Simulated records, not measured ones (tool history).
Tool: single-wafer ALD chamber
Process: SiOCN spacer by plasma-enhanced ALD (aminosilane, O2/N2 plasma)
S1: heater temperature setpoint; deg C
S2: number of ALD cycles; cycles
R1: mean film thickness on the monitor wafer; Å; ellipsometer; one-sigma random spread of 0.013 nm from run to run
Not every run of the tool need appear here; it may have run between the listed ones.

Run 1, hour 0.0: S1 400 deg C, S2 82 cycles. Result: R1 50.553 Å.
Run 2, hour 1.5: S1 400 deg C, S2 70 cycles. Result: R1 42.978 Å.
Run 3, hour 4.2: S1 400 deg C, S2 68 cycles. Result: R1 41.834 Å.
Run 4, hour 10.5: S1 400 deg C, S2 77 cycles. Result: R1 47.522 Å.
Run 5, hour 17.9: S1 401 deg C, S2 72 cycles. Result: R1 44.232 Å.
Run 6, hour 19.9: S1 391 deg C, S2 72 cycles. Result: R1 44.387 Å.

For run 7, what comes out?
Run 7, hour 28.3: S1 391 deg C, S2 69 cycles. Result: R1 ?.

{"run 7": {"R1": 42.492}}

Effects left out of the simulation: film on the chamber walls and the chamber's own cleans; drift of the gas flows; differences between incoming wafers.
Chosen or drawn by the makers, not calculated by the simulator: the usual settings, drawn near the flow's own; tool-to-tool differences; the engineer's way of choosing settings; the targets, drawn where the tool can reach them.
